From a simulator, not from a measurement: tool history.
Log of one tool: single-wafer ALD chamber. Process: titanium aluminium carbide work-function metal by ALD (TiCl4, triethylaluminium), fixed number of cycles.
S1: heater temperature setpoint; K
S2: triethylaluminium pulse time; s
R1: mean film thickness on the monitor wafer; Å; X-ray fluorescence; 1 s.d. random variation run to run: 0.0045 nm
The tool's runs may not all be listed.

{"run": 1, "hour": 0.0, "S1": 573.15, "S2": 10.57, "R1": 19.322}
{"run": 2, "hour": 6.0, "S1": 576.15, "S2": 10.76, "R1": 19.618}
{"run": 3, "hour": 8.2, "S1": 578.15, "S2": 10.9, "R1": 19.904}
{"run": 4, "hour": 15.0, "S1": 570.15, "S2": 10.9, "R1": 19.105}
{"run": 5, "hour": 21.6, "S1": 574.15, "S2": 10.9, "R1": 19.409}
{"run": 6, "hour": 29.0, "S1": 576.15, "S2": 11.05, "R1": 19.791}
{"run": 7, "hour": 31.1, "S1": 577.15, "S2": 11.11, "R1": 19.809}
{"run": 8, "hour": 36.5, "S1": 579.15, "S2": 11.2, "R1": 19.921}
{"run": 9, "hour": 38.1, "S1": 580.15, "S2": 11.31, "R1": 20.06}

Run 10 is up next; what results do you expect?
{"run": 10, "hour": 44.1, "S1": 581.15, "S2": 11.39, "R1": "?"}

{"run 10": {"R1": 20.139}}
